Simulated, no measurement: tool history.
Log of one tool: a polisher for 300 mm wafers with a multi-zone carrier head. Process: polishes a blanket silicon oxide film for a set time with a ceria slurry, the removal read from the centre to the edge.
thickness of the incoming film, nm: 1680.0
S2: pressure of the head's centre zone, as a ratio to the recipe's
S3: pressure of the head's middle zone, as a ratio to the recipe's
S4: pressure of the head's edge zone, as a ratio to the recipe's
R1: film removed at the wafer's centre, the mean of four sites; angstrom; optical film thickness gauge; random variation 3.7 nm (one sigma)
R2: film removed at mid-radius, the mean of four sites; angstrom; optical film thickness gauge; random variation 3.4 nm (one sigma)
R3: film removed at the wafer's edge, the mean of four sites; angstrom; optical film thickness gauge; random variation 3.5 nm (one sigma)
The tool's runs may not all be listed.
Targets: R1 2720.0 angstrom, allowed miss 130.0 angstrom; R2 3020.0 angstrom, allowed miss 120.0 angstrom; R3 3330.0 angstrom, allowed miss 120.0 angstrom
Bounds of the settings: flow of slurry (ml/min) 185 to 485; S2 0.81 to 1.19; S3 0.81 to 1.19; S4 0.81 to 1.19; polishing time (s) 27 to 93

run 1 hour=0.0 | flow_of_slurry_(ml/min)=310 S2=1.00 S3=1.00 S4=1.00 polishing_time_(s)=59 | R1=2389.7 R2=2471.6 R3=2535.7
run 2 hour=8.1 | flow_of_slurry_(ml/min)=310 S2=1.00 S3=1.00 S4=1.09 polishing_time_(s)=59 | R1=2377.2 R2=2400.7 R3=2619.1
run 3 hour=12.5 | flow_of_slurry_(ml/min)=310 S2=1.00 S3=1.00 S4=1.09 polishing_time_(s)=74 | R1=2999.1 R2=2986.9 R3=3297.3
run 4 hour=18.5 | flow_of_slurry_(ml/min)=310 S2=1.00 S3=0.94 S4=1.09 polishing_time_(s)=74 | R1=3060.1 R2=2904.3 R3=3331.8
run 5 hour=24.9 | flow_of_slurry_(ml/min)=310 S2=1.00 S3=0.94 S4=1.09 polishing_time_(s)=62 | R1=2473.6 R2=2379.2 R3=2758.9
run 6 hour=31.4 | flow_of_slurry_(ml/min)=310 S2=0.99 S3=0.95 S4=1.09 polishing_time_(s)=63 | R1=2540.1 R2=2477.8 R3=2809.4
run 7 hour=37.5 | flow_of_slurry_(ml/min)=310 S2=0.98 S3=0.96 S4=1.10 polishing_time_(s)=64 | R1=2569.7 R2=2508.0 R3=2878.2
run 8 hour=38.3 | flow_of_slurry_(ml/min)=310 S2=0.97 S3=0.97 S4=1.10 polishing_time_(s)=65 | R1=2603.6 R2=2602.9 R3=2933.0
run 9 hour=41.1 | flow_of_slurry_(ml/min)=310 S2=0.96 S3=0.98 S4=1.11 polishing_time_(s)=66 | R1=2664.1 R2=2728.4 R3=2953.9
run 10 hour=42.7 | flow_of_slurry_(ml/min)=300 S2=0.94 S3=0.97 S4=1.12 polishing_time_(s)=67 | R1=2689.6 R2=2702.1 R3=2977.3
run 11 hour=45.0 | flow_of_slurry_(ml/min)=320 S2=0.93 S3=0.97 S4=1.13 polishing_time_(s)=67 | R1=2645.4 R2=2686.6 R3=3049.6
run 12 hour=54.0 | flow_of_slurry_(ml/min)=325 S2=0.92 S3=0.98 S4=1.13 polishing_time_(s)=67 | R1=2570.4 R2=2700.2 R3=3015.1
run 13 hour=56.7 | flow_of_slurry_(ml/min)=330 S2=0.92 S3=0.98 S4=1.13 polishing_time_(s)=68 | R1=2671.5 R2=2736.9 R3=3046.2
run 14 hour=60.5 | flow_of_slurry_(ml/min)=330 S2=0.92 S3=0.98 S4=1.13 polishing_time_(s)=68 | R1=2649.2 R2=2765.1 R3=3113.9
-- hour=61.6 slurry nozzle cleaned
run 15 hour=61.6 | flow_of_slurry_(ml/min)=335 S2=0.92 S3=0.98 S4=1.13 polishing_time_(s)=68 | R1=2709.1 R2=2845.3 R3=3148.1
run 16 hour=67.3 | flow_of_slurry_(ml/min)=340 S2=0.92 S3=0.98 S4=1.13 polishing_time_(s)=68 | R1=2673.9 R2=2816.8 R3=3144.3

Which of these 5 next moves meets every target?
run A hour=73.0 | flow_of_slurry_(ml/min)=235 S2=0.92 S3=1.12 S4=1.04 polishing_time_(s)=68 | R1=? R2=? R3=?
run B hour=73.0 | flow_of_slurry_(ml/min)=435 S2=0.86 S3=1.00 S4=1.14 polishing_time_(s)=70 | R1=? R2=? R3=?
run C hour=73.0 | flow_of_slurry_(ml/min)=310 S2=0.86 S3=1.09 S4=1.10 polishing_time_(s)=68 | R1=? R2=? R3=?
run D hour=73.0 | flow_of_slurry_(ml/min)=485 S2=0.86 S3=1.12 S4=1.11 polishing_time_(s)=71 | R1=? R2=? R3=?
run E hour=73.0 | flow_of_slurry_(ml/min)=365 S2=0.89 S3=1.09 S4=1.04 polishing_time_(s)=68 | R1=? R2=? R3=?

move=A R1=2570.0 R2=3132.9 R3=2976.6
move=B R1=2640.4 R2=3060.9 R3=3313.4
move=C R1=2508.5 R2=3123.6 R3=3107.1
move=D R1=2697.9 R2=3425.2 R3=3325.5
move=E R1=2596.2 R2=3156.2 R3=3045.5
A: brings the result that was furthest off to its target, and leaves another outside
B: meets every target
C: brings the result that was furthest off to its target, and leaves another outside
D: takes the result that was furthest off past its target
E: takes the result that was furthest off past its target
The right move is B.
